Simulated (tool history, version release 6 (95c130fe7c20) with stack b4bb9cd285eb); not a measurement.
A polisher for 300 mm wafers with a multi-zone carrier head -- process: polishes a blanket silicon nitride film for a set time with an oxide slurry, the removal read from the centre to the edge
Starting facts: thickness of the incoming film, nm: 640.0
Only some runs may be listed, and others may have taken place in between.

| run | hour | flow of slurry (ml/min) | pressure of the head's centre zone | pressure of the head's middle zone | pressure of the head's edge zone | abrasive content of the slurry | polishing time (s) | film removed at the wafer's centre (Å) | film removed at mid-radius (Å) | film removed at the wafer's edge (Å) |
|---|---|---|---|---|---|---|---|---|---|---|
| 1 | 0.0 | 320 | 1.00 | 1.00 | 1.00 | 1.00 | 61 | 442.82 | 418.22 | 424.05 |
| 2 | 2.1 | 320 | 1.00 | 0.92 | 1.00 | 1.00 | 61 | 429.28 | 394.31 | 424.47 |
| 3 | 8.5 | 320 | 1.00 | 0.92 | 0.98 | 0.90 | 58 | 391.46 | 367.69 | 388.02 |
| 4 | 16.9 | 270 | 1.00 | 0.92 | 0.98 | 0.90 | 58 | 385.10 | 355.67 | 385.20 |
| 5 | 23.1 | 275 | 1.01 | 0.91 | 0.96 | 0.85 | 55 | 371.19 | 331.78 | 355.79 |
| 6 | 24.4 | 275 | 0.95 | 0.91 | 0.96 | 0.85 | 55 | 353.12 | 329.64 | 356.89 |

Run 7 is up next; what results do you expect?
| 7 | 26.5 | 280 | 0.95 | 0.91 | 0.95 | 0.80 | 52 | ? | ? | ? |

For run 7 the tool returned film removed at the wafer's centre (Å) 325.07, film removed at mid-radius (Å) 310.25, film removed at the wafer's edge (Å) 327.64.

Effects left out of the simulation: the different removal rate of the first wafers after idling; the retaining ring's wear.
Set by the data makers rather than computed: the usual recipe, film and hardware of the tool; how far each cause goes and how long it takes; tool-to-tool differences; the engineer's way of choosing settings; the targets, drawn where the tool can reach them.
